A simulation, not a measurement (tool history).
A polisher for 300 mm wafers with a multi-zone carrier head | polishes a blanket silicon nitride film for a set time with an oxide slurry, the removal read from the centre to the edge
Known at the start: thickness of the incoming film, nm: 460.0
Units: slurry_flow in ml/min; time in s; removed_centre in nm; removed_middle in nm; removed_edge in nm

run  hour  slurry_flow  centre_zone  middle_zone  edge_zone  slurry_solids  time  removed_centre  removed_middle  removed_edge
  1   0.0          270         1.00         1.00       1.00           1.00    73          48.619          47.090        48.666
  2   1.2          270         1.00         1.00       1.00           1.00    60          38.793          39.015        39.681
  3   9.7          270         1.00         1.00       1.00           0.80    60          33.562          32.796        34.198
  4  15.8          270         1.00         1.08       1.00           0.80    60          34.153          34.265        33.915
  5  18.9          270         1.00         1.08       1.00           0.90    60          36.421          37.475        36.934
  6  26.3          260         1.01         1.04       0.96           0.85    60          35.439          35.484        35.008

The next listed run, before its measurement:
  7  34.1          260         1.02         1.02       0.95           0.80    60               ?               ?             ?

removed_centre: 34.285 nm
removed_middle: 33.009 nm
removed_edge: 33.318 nm
